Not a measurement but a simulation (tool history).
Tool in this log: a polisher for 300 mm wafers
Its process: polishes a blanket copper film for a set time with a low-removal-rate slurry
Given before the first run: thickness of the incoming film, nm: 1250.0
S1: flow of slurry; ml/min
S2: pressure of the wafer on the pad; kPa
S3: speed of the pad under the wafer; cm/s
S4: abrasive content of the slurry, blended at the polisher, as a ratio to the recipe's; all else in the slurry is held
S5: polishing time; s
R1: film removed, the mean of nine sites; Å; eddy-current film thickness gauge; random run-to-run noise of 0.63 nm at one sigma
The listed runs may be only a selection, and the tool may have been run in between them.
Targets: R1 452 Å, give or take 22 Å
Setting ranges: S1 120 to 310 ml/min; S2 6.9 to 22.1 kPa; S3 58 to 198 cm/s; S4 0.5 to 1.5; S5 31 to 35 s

run,hour,S1,S2,S3,S4,S5,R1
1,0,200,14.5,128,1,35,1040.6
2,5.3,200,13.1,120,1,35,894.51
3,9.8,200,11.7,114,1,35,783.63
4,10.6,200,11,108,1,35,698.59
5,13.8,200,10.3,104,1,35,648.98
6,21.2,200,10.3,118,1,35,696.75
7,21.8,200,9.7,114,1,35,648.16
8,22.7,200,9,110,1,35,580.99
9,30.9,200,8.3,108,1,35,539.62
10,36.5,200,8.3,108,1,35,531.06
11,44.2,200,7.6,106,1,35,481.15

Below are 5 possible settings for the next run. Only one of them brings all results inside the allowed miss of their targets. Which is it?
A,51.9,235,7.6,126,0.95,34,?
B,51.9,190,9,88,1.1,35,?
C,51.9,205,9,126,0.9,31,?
D,51.9,175,7.6,104,1,34,?
E,51.9,210,8.3,98,1.2,35,?

move,R1
A,549.74
B,500.01
C,571.62
D,457.62
E,519.14
A: misses by more than the last run did
B: misses by more than the last run did
C: misses by more than the last run did
D: meets every target
E: misses by more than the last run did
Go with D: it meets all targets.
